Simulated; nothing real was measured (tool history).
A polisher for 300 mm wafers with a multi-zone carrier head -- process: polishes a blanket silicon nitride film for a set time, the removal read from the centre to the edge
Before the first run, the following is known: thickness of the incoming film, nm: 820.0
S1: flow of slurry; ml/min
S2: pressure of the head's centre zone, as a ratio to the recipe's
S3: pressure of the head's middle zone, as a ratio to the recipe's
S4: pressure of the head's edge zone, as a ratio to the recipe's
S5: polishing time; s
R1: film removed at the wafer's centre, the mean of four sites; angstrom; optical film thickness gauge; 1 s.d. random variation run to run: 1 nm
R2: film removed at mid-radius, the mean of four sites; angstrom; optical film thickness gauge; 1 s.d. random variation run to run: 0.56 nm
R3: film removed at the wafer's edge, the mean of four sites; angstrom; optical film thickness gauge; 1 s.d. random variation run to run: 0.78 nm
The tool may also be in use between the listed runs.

run  hour   S1    S2    S3    S4  S5      R1      R2      R3
  1   0.0  270  1.00  1.00  1.00  46  629.77  596.28  596.72
  2   7.2  270  0.94  1.00  1.00  46  566.57  592.60  604.55
  3  13.1  270  0.94  1.00  0.97  46  566.40  596.61  588.85
  4  19.4  240  0.94  1.00  0.97  46  567.92  582.71  590.60
  5  21.8  240  0.99  1.00  0.97  46  595.44  586.59  581.14
  6  27.5  245  0.99  1.01  0.99  47  606.87  601.68  610.89
  7  33.1  255  0.99  1.02  1.01  47  598.74  622.03  603.21
  8  33.8  260  0.99  1.02  1.02  48  628.06  628.97  622.37
  9  42.1  265  0.99  1.02  1.03  49  645.67  643.85  658.16

What will run 10 give?
 10  47.1  270  0.99  1.02  1.04  49   ?   ?   ?

Run 10 measured R1 657.66 angstrom, R2 643.32 angstrom, R3 655.18 angstrom.
